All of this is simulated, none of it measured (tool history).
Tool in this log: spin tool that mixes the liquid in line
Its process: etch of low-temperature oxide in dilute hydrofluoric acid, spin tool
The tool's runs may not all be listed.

| run | day | temperature setpoint of the liquid (K) | parts of water to one part of 49 % hydrofluoric acid (parts by volume) | time under the liquid (s) | thickness taken off the low-temperature oxide on a monitor wafer (nm) |
|---|---|---|---|---|---|
| 1 | 0 | 297.15 | 90 | 80 | 20.628 |
| 2 | 0.033 | 295.65 | 95 | 80 | 18.528 |
| 3 | 0.212 | 294.65 | 100 | 80 | 16.714 |
| 4 | 0.575 | 293.65 | 100 | 80 | 16.306 |
| 5 | 0.662 | 295.15 | 100 | 80 | 17.194 |
| 6 | 0.921 | 294.15 | 100 | 80 | 16.512 |
| 7 | 1.162 | 293.15 | 100 | 80 | 15.843 |
| 8 | 1.325 | 292.65 | 100 | 80 | 15.528 |
| 9 | 1.6 | 292.15 | 100 | 80 | 15.217 |
| 10 | 1.625 | 292.15 | 100 | 80 | 15.163 |
| 11 | 1.854 | 291.65 | 100 | 80 | 14.838 |

Run 12 is up next; what results do you expect?
| 12 | 2.121 | 291.15 | 100 | 80 | ? |

thickness taken off the low-temperature oxide on a monitor wafer (nm): 14.52
